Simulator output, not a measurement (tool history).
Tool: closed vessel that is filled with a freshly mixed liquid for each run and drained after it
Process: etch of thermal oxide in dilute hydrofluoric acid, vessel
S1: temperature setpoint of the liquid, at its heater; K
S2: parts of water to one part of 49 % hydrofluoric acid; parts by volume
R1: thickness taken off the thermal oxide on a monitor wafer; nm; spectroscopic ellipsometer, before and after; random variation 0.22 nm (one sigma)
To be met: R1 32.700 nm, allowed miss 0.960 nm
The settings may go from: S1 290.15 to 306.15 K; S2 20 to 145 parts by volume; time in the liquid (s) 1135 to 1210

Run 1, hour 0.0: S1 298.15 K, S2 80 parts by volume, time in the liquid (s) 1135. Result: R1 70.454 nm.
Run 2, hour 4.2: S1 298.15 K, S2 55 parts by volume, time in the liquid (s) 1135. Result: R1 105.220 nm.
Run 3, hour 9.1: S1 298.15 K, S2 40 parts by volume, time in the liquid (s) 1135. Result: R1 149.290 nm.
Run 4, hour 11.0: S1 300.15 K, S2 40 parts by volume, time in the liquid (s) 1135. Result: R1 159.360 nm.
Run 5, hour 19.5: S1 298.65 K, S2 50 parts by volume, time in the liquid (s) 1135. Result: R1 119.720 nm.
Run 6, hour 22.6: S1 301.15 K, S2 50 parts by volume, time in the liquid (s) 1135. Result: R1 131.970 nm.
Run 7, hour 30.6: S1 299.65 K, S2 60 parts by volume, time in the liquid (s) 1135. Result: R1 103.420 nm.
Run 8, hour 39.2: S1 298.15 K, S2 65 parts by volume, time in the liquid (s) 1135. Result: R1 87.966 nm.
Run 9, hour 39.9: S1 297.15 K, S2 70 parts by volume, time in the liquid (s) 1135. Result: R1 77.064 nm.
Run 10, hour 43.7: S1 297.15 K, S2 70 parts by volume, time in the liquid (s) 1135. Result: R1 77.917 nm.
Run 11, hour 49.1: S1 297.15 K, S2 70 parts by volume, time in the liquid (s) 1135. Result: R1 77.307 nm.
Run 12, hour 54.7: S1 296.15 K, S2 75 parts by volume, time in the liquid (s) 1135. Result: R1 70.181 nm.
Run 13, hour 59.4: S1 292.15 K, S2 105 parts by volume, time in the liquid (s) 1135. Result: R1 40.523 nm.

Which of these 4 next moves meets every target?
Run A, hour 64.1: S1 292.15 K, S2 100 parts by volume, time in the liquid (s) 1170. Result: R1 ?.
Run B, hour 64.1: S1 291.65 K, S2 115 parts by volume, time in the liquid (s) 1145. Result: R1 ?.
Run C, hour 64.1: S1 290.15 K, S2 125 parts by volume, time in the liquid (s) 1195. Result: R1 ?.
Run D, hour 64.1: S1 291.15 K, S2 110 parts by volume, time in the liquid (s) 1145. Result: R1 ?.

move      R1
   A  43.927
   B  36.032
   C  32.181
   D  37.093
A: further off than the last run
B: nearer than the last run, and not there yet
C: meets every target
D: nearer than the last run, and not there yet
The right move is C.
